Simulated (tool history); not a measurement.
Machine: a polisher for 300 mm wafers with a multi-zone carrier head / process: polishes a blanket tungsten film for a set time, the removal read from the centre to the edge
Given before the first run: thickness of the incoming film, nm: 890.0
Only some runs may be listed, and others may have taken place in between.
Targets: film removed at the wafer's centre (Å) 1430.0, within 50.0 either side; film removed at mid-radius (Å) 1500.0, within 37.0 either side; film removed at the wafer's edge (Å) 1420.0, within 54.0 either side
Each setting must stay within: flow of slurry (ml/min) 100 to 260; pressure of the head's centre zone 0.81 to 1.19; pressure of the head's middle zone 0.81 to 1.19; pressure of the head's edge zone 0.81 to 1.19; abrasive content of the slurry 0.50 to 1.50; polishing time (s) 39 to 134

run	hour	flow of slurry (ml/min)	pressure of the head's centre zone	pressure of the head's middle zone	pressure of the head's edge zone	abrasive content of the slurry	polishing time (s)	film removed at the wafer's centre (Å)	film removed at mid-radius (Å)	film removed at the wafer's edge (Å)
1	0.0	165	1.00	1.00	1.00	1.00	86	2893.6	2981.1	2977.4
2	2.9	195	1.00	1.00	1.00	1.00	86	2999.6	3045.5	3088.2
3	10.8	195	1.00	1.00	1.00	1.00	67	2374.2	2370.6	2429.4
4	18.9	180	0.99	1.00	0.97	0.90	63	2101.9	2162.9	2165.1
5	20.8	180	0.99	1.00	0.97	1.05	63	2139.6	2230.0	2183.9
6	22.9	170	0.99	0.99	0.94	0.95	61	2027.0	2101.9	2067.4
7	31.3	160	0.99	0.99	0.92	0.90	58	1874.7	1955.2	1915.0
8	36.2	155	0.99	0.99	0.90	0.85	56	1781.6	1862.5	1776.7
9	40.5	150	0.99	0.98	0.88	0.80	56	1758.7	1795.7	1700.1
10	41.5	145	0.98	0.97	0.87	0.75	56	1670.3	1743.0	1706.9
11	45.5	170	1.02	1.01	0.84	0.50	41	1239.7	1234.0	1146.6
12	53.3	170	1.02	1.03	0.88	0.55	41	1255.4	1268.4	1216.2
13	55.5	220	1.06	1.13	0.98	0.65	41	1418.7	1484.9	1307.1
14	58.9	225	1.03	1.10	1.08	0.80	42	1453.4	1573.9	1480.0

4 candidate next runs follow, results not yet known. Just one meets every target within its allowed miss. Identify it.
A	62.3	250	1.06	1.09	1.12	0.85	39	?	?	?
B	62.3	220	1.03	1.19	0.95	0.75	43	?	?	?
C	62.3	230	1.01	1.17	1.01	0.85	42	?	?	?
D	62.3	195	0.91	1.06	0.94	1.20	43	?	?	?

move	film removed at the wafer's centre (Å)	film removed at mid-radius (Å)	film removed at the wafer's edge (Å)
A	1434.9	1491.4	1426.4
B	1471.0	1697.8	1410.5
C	1459.3	1690.8	1458.9
D	1427.7	1687.3	1550.1
A: all results land within tolerance of their targets
B: further off than the last run
C: further off than the last run
D: further off than the last run
The move that meets every target is A.
